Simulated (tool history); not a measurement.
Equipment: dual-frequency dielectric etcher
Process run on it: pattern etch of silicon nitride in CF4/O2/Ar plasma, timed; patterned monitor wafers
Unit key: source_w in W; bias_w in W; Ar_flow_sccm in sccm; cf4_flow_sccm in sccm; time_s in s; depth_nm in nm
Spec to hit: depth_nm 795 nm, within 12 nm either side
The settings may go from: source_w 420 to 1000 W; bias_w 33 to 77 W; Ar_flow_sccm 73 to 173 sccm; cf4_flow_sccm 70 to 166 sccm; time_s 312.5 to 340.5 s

run,hour,source_w,bias_w,Ar_flow_sccm,cf4_flow_sccm,time_s,depth_nm
1,0,710,55,123,118,340.5,998.86
2,5.3,690,55,123,118,340.5,975.06
3,7,690,55,123,128,340.5,981.38
4,12,670,55,123,128,340.5,969.25
5,16.4,670,55,102,128,340.5,1002
6,22.5,800,55,102,128,340.5,1107.4
7,27.3,760,55,102,128,340.5,1077
8,31.9,730,55,102,128,340.5,1056.7
9,39.6,590,54,102,128,340.5,920.97
10,46.6,570,54,102,128,340.5,906.97
11,50.5,550,54,102,128,340.5,883.39
12,58.3,540,54,102,128,340.5,879.99

5 next moves are on the table. One of them brings every result within its allowed miss. Which?
A,66.1,580,60,93,92,340.5,?
B,66.1,520,57,110,117,316,?
C,66.1,530,53,90,124,325.5,?
D,66.1,530,49,80,141,329.5,?
E,66.1,530,47,116,154,312.5,?

move,depth_nm
A,912.09
B,788.79
C,828.24
D,841.36
E,763.75
A: further off than the last run
B: all results in spec
C: an improvement on the last run, though not all results are within tolerance
D: an improvement on the last run, though not all results are within tolerance
E: pushes the last run's worst result past its target
B is the move that brings every result within its allowed miss.

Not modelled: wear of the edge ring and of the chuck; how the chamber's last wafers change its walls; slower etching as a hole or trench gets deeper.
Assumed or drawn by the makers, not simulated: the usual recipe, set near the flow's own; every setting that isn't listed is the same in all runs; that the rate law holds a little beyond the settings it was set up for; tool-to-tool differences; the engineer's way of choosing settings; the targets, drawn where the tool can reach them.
